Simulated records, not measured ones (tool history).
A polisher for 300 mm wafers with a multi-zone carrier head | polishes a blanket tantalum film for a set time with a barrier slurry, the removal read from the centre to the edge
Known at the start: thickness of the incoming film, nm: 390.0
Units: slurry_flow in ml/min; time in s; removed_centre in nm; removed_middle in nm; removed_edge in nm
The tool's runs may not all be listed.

run	hour	slurry_flow	centre_zone	middle_zone	edge_zone	slurry_solids	time	removed_centre	removed_middle	removed_edge
1	0	265	1	1	1	1	39	49.688	49.56	49.783
2	3	265	1	1.05	1	1	39	49.451	51.402	49.034
3	6.3	265	1	1.12	1	1	39	49.877	53.926	49.736
4	7.5	285	1.03	1.12	1.02	1	39	51.924	55.412	50.766
5	14.3	215	1.03	1.12	1.02	1	39	49.661	53.24	49.902
6	21.5	215	1.03	1.12	1.05	1	39	49.416	53.853	49.138
7	22	245	1.04	1.1	1.04	1.05	39	52.249	53.514	51.854
8	22.8	265	1.05	1.11	1.03	1.05	39	52.169	55.223	51.288
9	27.7	280	1.07	1.09	1.04	1.05	39	53.795	53.707	51.835
10	34.4	280	1.07	1.09	1.04	1.05	39	54.741	54.789	51.514

Run 11, settings as shown, results not yet in. Your forecast:
11	36.7	290	1.07	1.09	1.05	1.05	39	?	?	?

For run 11 the tool returned removed_centre 54.682 nm, removed_middle 55.185 nm, removed_edge 52.389 nm.
